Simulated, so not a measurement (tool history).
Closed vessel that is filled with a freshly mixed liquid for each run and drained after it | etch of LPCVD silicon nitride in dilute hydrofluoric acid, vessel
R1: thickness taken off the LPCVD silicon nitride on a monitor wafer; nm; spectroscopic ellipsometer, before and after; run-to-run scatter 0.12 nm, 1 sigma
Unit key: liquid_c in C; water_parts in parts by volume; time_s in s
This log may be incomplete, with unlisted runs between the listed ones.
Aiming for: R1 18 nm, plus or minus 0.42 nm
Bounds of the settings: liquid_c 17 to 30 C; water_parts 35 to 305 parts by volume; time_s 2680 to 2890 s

{"run": 1, "hour": 0.0, "liquid_c": 22, "water_parts": 170, "time_s": 2680, "R1": 7.7287}
{"run": 2, "hour": 3.8, "liquid_c": 22, "water_parts": 225, "time_s": 2680, "R1": 5.8293}
{"run": 3, "hour": 11.0, "liquid_c": 23, "water_parts": 210, "time_s": 2680, "R1": 6.6538}
{"run": 4, "hour": 16.7, "liquid_c": 20, "water_parts": 210, "time_s": 2680, "R1": 5.4882}
{"run": 5, "hour": 22.8, "liquid_c": 20, "water_parts": 185, "time_s": 2680, "R1": 6.247}
{"run": 6, "hour": 29.4, "liquid_c": 20, "water_parts": 145, "time_s": 2680, "R1": 7.785}
{"run": 7, "hour": 36.6, "liquid_c": 21.5, "water_parts": 140, "time_s": 2680, "R1": 9.0221}
{"run": 8, "hour": 42.5, "liquid_c": 25.5, "water_parts": 125, "time_s": 2680, "R1": 13.205}

4 next moves are on the table. One of them brings every result within its allowed miss. Which?
{"run": "A", "hour": 48.4, "liquid_c": 27, "water_parts": 95, "time_s": 2720, "R1": "?"}
{"run": "B", "hour": 48.4, "liquid_c": 27.5, "water_parts": 105, "time_s": 2735, "R1": "?"}
{"run": "C", "hour": 48.4, "liquid_c": 25.5, "water_parts": 90, "time_s": 2795, "R1": "?"}
{"run": "D", "hour": 48.4, "liquid_c": 25, "water_parts": 90, "time_s": 2890, "R1": "?"}

move=A R1=19.094
move=B R1=17.943
move=C R1=18.781
move=D R1=18.794
A: takes the biggest miss from the last run beyond its target
B: hits every target within its allowed miss
C: takes the biggest miss from the last run beyond its target
D: takes the biggest miss from the last run beyond its target
B is the move that brings every result within its allowed miss.

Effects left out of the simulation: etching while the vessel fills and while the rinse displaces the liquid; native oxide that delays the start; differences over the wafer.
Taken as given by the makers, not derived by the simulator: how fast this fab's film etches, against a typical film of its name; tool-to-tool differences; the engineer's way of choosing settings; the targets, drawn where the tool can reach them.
